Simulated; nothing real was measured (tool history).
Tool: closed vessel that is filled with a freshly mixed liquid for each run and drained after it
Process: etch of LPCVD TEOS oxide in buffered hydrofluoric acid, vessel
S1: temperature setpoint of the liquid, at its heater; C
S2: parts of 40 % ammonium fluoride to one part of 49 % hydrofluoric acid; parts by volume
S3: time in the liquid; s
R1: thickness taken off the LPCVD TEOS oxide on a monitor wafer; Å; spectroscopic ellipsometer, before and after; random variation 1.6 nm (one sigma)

run	hour	S1	S2	S3	R1
1	0	23	20.5	85	1215.7
2	5.4	25.5	19.5	85	1457.3
3	10.4	27.5	19	85	1647.7
4	13.9	27.5	19	95	1856.3
5	17	27.5	19	95	1835.2
6	23.5	27.5	19	95	1842.2
7	32.5	28.5	19	95	1940

Forecast run 8:
8	38.5	29	19	95	?

R1: 2005.1 Å
